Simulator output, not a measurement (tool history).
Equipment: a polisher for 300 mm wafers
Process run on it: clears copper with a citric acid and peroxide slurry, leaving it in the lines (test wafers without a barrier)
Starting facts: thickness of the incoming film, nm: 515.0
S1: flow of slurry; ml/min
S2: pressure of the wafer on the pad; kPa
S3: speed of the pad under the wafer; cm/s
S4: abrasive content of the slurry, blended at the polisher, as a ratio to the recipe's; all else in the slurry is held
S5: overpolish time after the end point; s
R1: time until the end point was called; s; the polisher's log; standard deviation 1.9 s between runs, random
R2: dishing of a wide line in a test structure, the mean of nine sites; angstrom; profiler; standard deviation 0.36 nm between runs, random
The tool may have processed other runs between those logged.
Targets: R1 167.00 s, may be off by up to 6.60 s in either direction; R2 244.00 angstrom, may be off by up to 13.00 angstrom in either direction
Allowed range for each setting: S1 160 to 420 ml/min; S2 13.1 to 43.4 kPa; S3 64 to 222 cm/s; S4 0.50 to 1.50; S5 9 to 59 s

run,day,S1,S2,S3,S4,S5,R1,R2
1,0.000,270,28.3,142,1.00,30,120.28,755.33
2,0.225,270,24.1,146,1.00,24,137.16,589.36
3,0.479,275,21.4,148,1.05,20,142.29,466.76
4,0.825,240,21.4,148,1.05,20,147.23,457.90
5,0.958,240,25.5,148,1.05,20,126.13,528.76
6,1.321,215,22.1,150,1.20,17,137.85,421.81
7,1.529,160,14.5,164,1.45,9,176.67,191.47
8,1.629,185,14.5,164,1.40,9,173.56,193.55
9,1.883,190,15.2,162,1.35,10,169.46,219.29
10,2.029,195,15.2,162,1.35,10,169.44,219.62
11,2.379,195,15.9,162,1.35,14,162.24,316.13
12,2.508,200,15.9,160,1.30,13,162.42,288.85
13,2.608,200,15.9,160,1.30,13,168.71,284.01
14,2.975,200,15.9,160,1.35,13,163.22,288.38
15,3.329,190,15.9,160,1.35,13,165.20,280.69
16,3.538,190,15.9,160,1.35,12,167.58,264.20

Of the 5 settings listed for the next run, only one would bring every result within its allowed miss of target. Which one?
A,3.746,200,15.2,158,1.50,12,?,?
B,3.746,165,15.2,160,1.40,13,?,?
C,3.746,165,15.9,154,1.50,15,?,?
D,3.746,160,16.5,144,1.50,15,?,?
E,3.746,265,15.9,148,1.45,11,?,?

move,R1,R2
A,163.06,267.74
B,170.03,277.13
C,167.11,320.43
D,173.58,310.30
E,163.38,247.26
A: its largest miss is bigger than the last run's
B: its largest miss is bigger than the last run's
C: its largest miss is bigger than the last run's
D: its largest miss is bigger than the last run's
E: every result within its allowed miss
Correct choice: E, which meets every target
